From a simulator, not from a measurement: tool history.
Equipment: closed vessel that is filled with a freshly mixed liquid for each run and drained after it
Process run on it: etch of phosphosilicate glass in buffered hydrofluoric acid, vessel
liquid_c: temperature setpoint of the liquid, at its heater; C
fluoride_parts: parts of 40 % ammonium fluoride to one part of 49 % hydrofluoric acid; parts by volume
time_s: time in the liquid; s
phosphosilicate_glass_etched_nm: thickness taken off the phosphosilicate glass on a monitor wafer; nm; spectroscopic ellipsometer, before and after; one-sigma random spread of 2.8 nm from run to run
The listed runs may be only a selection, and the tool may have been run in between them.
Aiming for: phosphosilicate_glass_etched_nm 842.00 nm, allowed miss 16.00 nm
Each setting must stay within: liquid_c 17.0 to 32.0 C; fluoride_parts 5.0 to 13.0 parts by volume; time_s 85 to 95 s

| run | day | liquid_c | fluoride_parts | time_s | phosphosilicate_glass_etched_nm |
|---|---|---|---|---|---|
| 1 | 0.000 | 24.0 | 8.0 | 85 | 671.99 |
| 2 | 0.071 | 25.0 | 8.0 | 85 | 706.87 |
| 3 | 0.212 | 25.0 | 9.5 | 85 | 588.55 |
| 4 | 0.542 | 25.0 | 10.5 | 85 | 544.11 |
|  | 0.925 | hydrofluoric acid flow meter replaced |
| 5 | 0.925 | 26.5 | 10.5 | 85 | 543.98 |
| 6 | 1.092 | 26.5 | 10.5 | 95 | 610.30 |
| 7 | 1.400 | 27.5 | 10.0 | 95 | 678.99 |
| 8 | 1.738 | 28.5 | 10.0 | 95 | 715.61 |
| 9 | 2.083 | 29.5 | 10.0 | 95 | 750.63 |
| 10 | 2.346 | 30.0 | 10.0 | 95 | 774.17 |
| 11 | 2.638 | 30.5 | 10.0 | 95 | 793.24 |
| 12 | 2.942 | 31.0 | 10.0 | 95 | 810.38 |

Which single option among these 5 for the next run brings every result within its allowed miss of target? Just one does.
| A | 3.246 | 29.5 | 9.5 | 95 | ? |
| B | 3.246 | 32.0 | 9.5 | 85 | ? |
| C | 3.246 | 30.5 | 9.0 | 95 | ? |
| D | 3.246 | 31.5 | 10.0 | 90 | ? |
| E | 3.246 | 30.5 | 8.5 | 85 | ? |

| move | phosphosilicate_glass_etched_nm |
|---|---|
| A | 779.45 |
| B | 794.57 |
| C | 849.71 |
| D | 793.79 |
| E | 808.87 |
A: misses by more than the last run did
B: misses by more than the last run did
C: all results land within tolerance of their targets
D: misses by more than the last run did
E: about the same distance from the targets as the last run
Go with C: it meets all targets.
